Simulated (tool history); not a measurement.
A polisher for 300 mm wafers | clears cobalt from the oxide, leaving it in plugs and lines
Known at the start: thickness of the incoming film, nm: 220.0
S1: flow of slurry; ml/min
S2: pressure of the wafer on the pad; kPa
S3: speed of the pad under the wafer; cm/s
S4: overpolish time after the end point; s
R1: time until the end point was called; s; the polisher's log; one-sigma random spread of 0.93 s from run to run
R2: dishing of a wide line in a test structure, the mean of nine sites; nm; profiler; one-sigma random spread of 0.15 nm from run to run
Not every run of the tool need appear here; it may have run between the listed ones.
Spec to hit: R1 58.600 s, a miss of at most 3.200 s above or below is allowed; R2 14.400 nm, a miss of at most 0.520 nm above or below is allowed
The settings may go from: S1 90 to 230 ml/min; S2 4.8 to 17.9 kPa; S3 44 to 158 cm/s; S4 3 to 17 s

run  hour   S1    S2   S3  S4      R1      R2
  1   0.0  150  11.0  100   9  62.266  26.063
  2   1.7  150  11.0   86   9  70.758  24.731
  3   9.2  140  10.3   96   8  68.650  22.666
  4  13.6  140  10.3   96   6  67.912  17.900
  5  16.2  175  10.3   96   6  63.393  18.455
  6  23.2  155  10.3   96   6  65.248  17.937
  7  30.6  115  12.4   96   3  59.726  11.072
  8  37.0  120  12.4   96   3  58.574  11.094
  9  45.0  125  12.4   98   3  56.322  11.517
 10  53.2  130  12.4  100   3  56.667  11.707
 11  60.1  135  12.4  102   3  54.784  11.870
 12  61.2  140  11.7  104   3  57.674  11.523
 13  65.6  135  11.7  106   6  56.333  20.526
 14  69.5  140  11.7  104   6  56.892  20.650
 15  77.3  145  11.7  102   6  57.662  20.174
 16  83.7  145  11.7  100   6  56.979  20.490
 17  85.7  140  11.7  100   6  58.869  20.392

Which one of the following 5 next-run settings gets every result inside its allowed miss? There is exactly one.
  A  87.7  170  11.7  100   3   ?   ?
  B  87.7  120  10.3  106   5   ?   ?
  C  87.7  105  11.7   92   5   ?   ?
  D  87.7  175   9.0  110   5   ?   ?
  E  87.7  145  10.3  116   4   ?   ?

move      R1      R2
   A  56.318  11.580
   B  65.039  15.893
   C  65.949  15.708
   D  67.714  15.369
   E  58.477  14.395
A: carries the result that was furthest off beyond its target, to the other side
B: an improvement on the last run, though not all results are within tolerance
C: an improvement on the last run, though not all results are within tolerance
D: an improvement on the last run, though not all results are within tolerance
E: each result inside its tolerance
The right move is E.
